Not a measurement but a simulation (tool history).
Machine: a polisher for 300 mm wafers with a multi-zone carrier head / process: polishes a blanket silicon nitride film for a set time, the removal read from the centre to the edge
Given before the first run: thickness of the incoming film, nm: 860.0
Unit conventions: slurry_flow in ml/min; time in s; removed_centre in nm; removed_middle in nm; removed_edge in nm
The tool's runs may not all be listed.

Run 1, hour 0.0: slurry_flow 245 ml/min, centre_zone 1.00, middle_zone 1.00, edge_zone 1.00, time 59 s. Result: removed_centre 76.188 nm, removed_middle 74.680 nm, removed_edge 75.164 nm.
Run 2, hour 2.7: slurry_flow 230 ml/min, centre_zone 0.95, middle_zone 0.96, edge_zone 0.96, time 51 s. Result: removed_centre 62.404 nm, removed_middle 62.523 nm, removed_edge 62.988 nm.
Run 3, hour 9.2: slurry_flow 215 ml/min, centre_zone 0.91, middle_zone 0.92, edge_zone 0.94, time 47 s. Result: removed_centre 54.835 nm, removed_middle 56.116 nm, removed_edge 57.384 nm.
Run 4, hour 16.9: slurry_flow 215 ml/min, centre_zone 0.91, middle_zone 0.92, edge_zone 0.88, time 47 s. Result: removed_centre 54.530 nm, removed_middle 54.677 nm, removed_edge 55.392 nm.
Run 5, hour 19.3: slurry_flow 215 ml/min, centre_zone 0.91, middle_zone 0.92, edge_zone 0.92, time 47 s. Result: removed_centre 53.778 nm, removed_middle 55.972 nm, removed_edge 56.519 nm.
Run 6, hour 24.4: slurry_flow 170 ml/min, centre_zone 0.91, middle_zone 0.92, edge_zone 0.92, time 47 s. Result: removed_centre 53.807 nm, removed_middle 54.158 nm, removed_edge 55.387 nm.
Run 7, hour 25.4: slurry_flow 170 ml/min, centre_zone 0.88, middle_zone 0.90, edge_zone 0.90, time 45 s. Result: removed_centre 49.503 nm, removed_middle 51.140 nm, removed_edge 53.141 nm.
Run 8, hour 30.1: slurry_flow 160 ml/min, centre_zone 0.84, middle_zone 0.86, edge_zone 0.83, time 38 s. Result: removed_centre 39.403 nm, removed_middle 41.624 nm, removed_edge 42.744 nm.
Run 9, hour 36.8: slurry_flow 180 ml/min, centre_zone 0.85, middle_zone 0.86, edge_zone 0.86, time 38 s. Result: removed_centre 40.298 nm, removed_middle 42.252 nm, removed_edge 44.405 nm.

Expected results for the next run?
Run 10, hour 39.3: slurry_flow 190 ml/min, centre_zone 0.86, middle_zone 0.87, edge_zone 0.87, time 38 s. Result: removed_centre ?, removed_middle ?, removed_edge ?.

{"run 10": {"removed_centre": 41.038, "removed_middle": 43.21, "removed_edge": 44.611}}
